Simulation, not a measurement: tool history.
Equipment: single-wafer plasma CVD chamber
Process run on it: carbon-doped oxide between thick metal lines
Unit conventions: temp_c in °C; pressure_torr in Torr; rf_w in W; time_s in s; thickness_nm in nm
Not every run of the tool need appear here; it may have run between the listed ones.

{"run": 1, "hour": 0.0, "temp_c": 355, "pressure_torr": 6.1, "rf_w": 495, "time_s": 94, "thickness_nm": 483.17}
{"run": 2, "hour": 1.0, "temp_c": 357, "pressure_torr": 5.85, "rf_w": 480, "time_s": 94, "thickness_nm": 472.2}
{"run": 3, "hour": 4.2, "temp_c": 358, "pressure_torr": 5.74, "rf_w": 465, "time_s": 94, "thickness_nm": 460.7}
{"run": 4, "hour": 7.9, "temp_c": 359, "pressure_torr": 5.63, "rf_w": 460, "time_s": 94, "thickness_nm": 453.38}
{"run": 5, "hour": 15.7, "temp_c": 359, "pressure_torr": 5.63, "rf_w": 460, "time_s": 94, "thickness_nm": 455.79}
{"run": 6, "hour": 24.5, "temp_c": 359, "pressure_torr": 5.63, "rf_w": 460, "time_s": 97, "thickness_nm": 466.88}
{"run": 7, "hour": 32.0, "temp_c": 361, "pressure_torr": 5.44, "rf_w": 455, "time_s": 97, "thickness_nm": 460.75}

Predict the results of run 8:
{"run": 8, "hour": 32.6, "temp_c": 362, "pressure_torr": 5.3, "rf_w": 450, "time_s": 97, "thickness_nm": "?"}

{"run 8": {"thickness_nm": 455.26}}
